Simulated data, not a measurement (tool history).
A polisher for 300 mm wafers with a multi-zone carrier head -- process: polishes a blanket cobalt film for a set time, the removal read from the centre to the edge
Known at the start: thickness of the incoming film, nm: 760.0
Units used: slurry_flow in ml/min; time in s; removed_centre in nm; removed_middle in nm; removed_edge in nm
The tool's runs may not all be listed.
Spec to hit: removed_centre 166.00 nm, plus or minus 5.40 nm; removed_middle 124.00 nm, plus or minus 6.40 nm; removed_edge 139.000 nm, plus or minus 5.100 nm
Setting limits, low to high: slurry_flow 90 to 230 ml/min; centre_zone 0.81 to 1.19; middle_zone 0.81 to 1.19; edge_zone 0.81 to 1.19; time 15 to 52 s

run	hour	slurry_flow	centre_zone	middle_zone	edge_zone	time	removed_centre	removed_middle	removed_edge
1	0.0	150	1.00	1.00	1.00	33	100.57	96.00	94.052
2	2.6	150	1.00	1.00	1.00	38	116.06	111.76	106.100
3	6.7	160	1.03	0.97	1.04	39	122.55	115.65	114.590
4	10.5	160	1.03	0.97	1.10	39	122.25	115.11	113.710
5	17.1	160	1.11	0.97	1.10	39	132.73	116.50	115.670
6	23.5	160	1.11	0.97	1.16	39	132.81	116.56	118.770
7	25.6	165	1.13	0.94	1.17	40	140.18	112.95	123.040
8	32.0	170	1.14	0.94	1.18	41	144.54	119.52	128.950
9	32.9	175	1.15	0.93	1.16	42	149.92	119.86	128.150
10	38.6	175	1.16	0.92	1.17	43	155.09	122.09	134.120

Exactly one of the 4 candidate moves below puts every result within its allowed miss. Which one?
A	44.3	185	1.18	0.88	1.15	45	?	?	?
B	44.3	140	1.10	0.87	1.19	42	?	?	?
C	44.3	180	1.15	0.97	1.03	43	?	?	?
D	44.3	150	1.06	0.81	1.16	47	?	?	?

move	removed_centre	removed_middle	removed_edge
A	167.17	124.50	136.840
B	140.06	111.43	126.560
C	155.20	128.66	124.600
D	152.37	118.62	141.060
A: meets every target
B: the biggest miss grows against the last run
C: the biggest miss grows against the last run
D: the biggest miss grows against the last run
Go with A: it meets all targets.
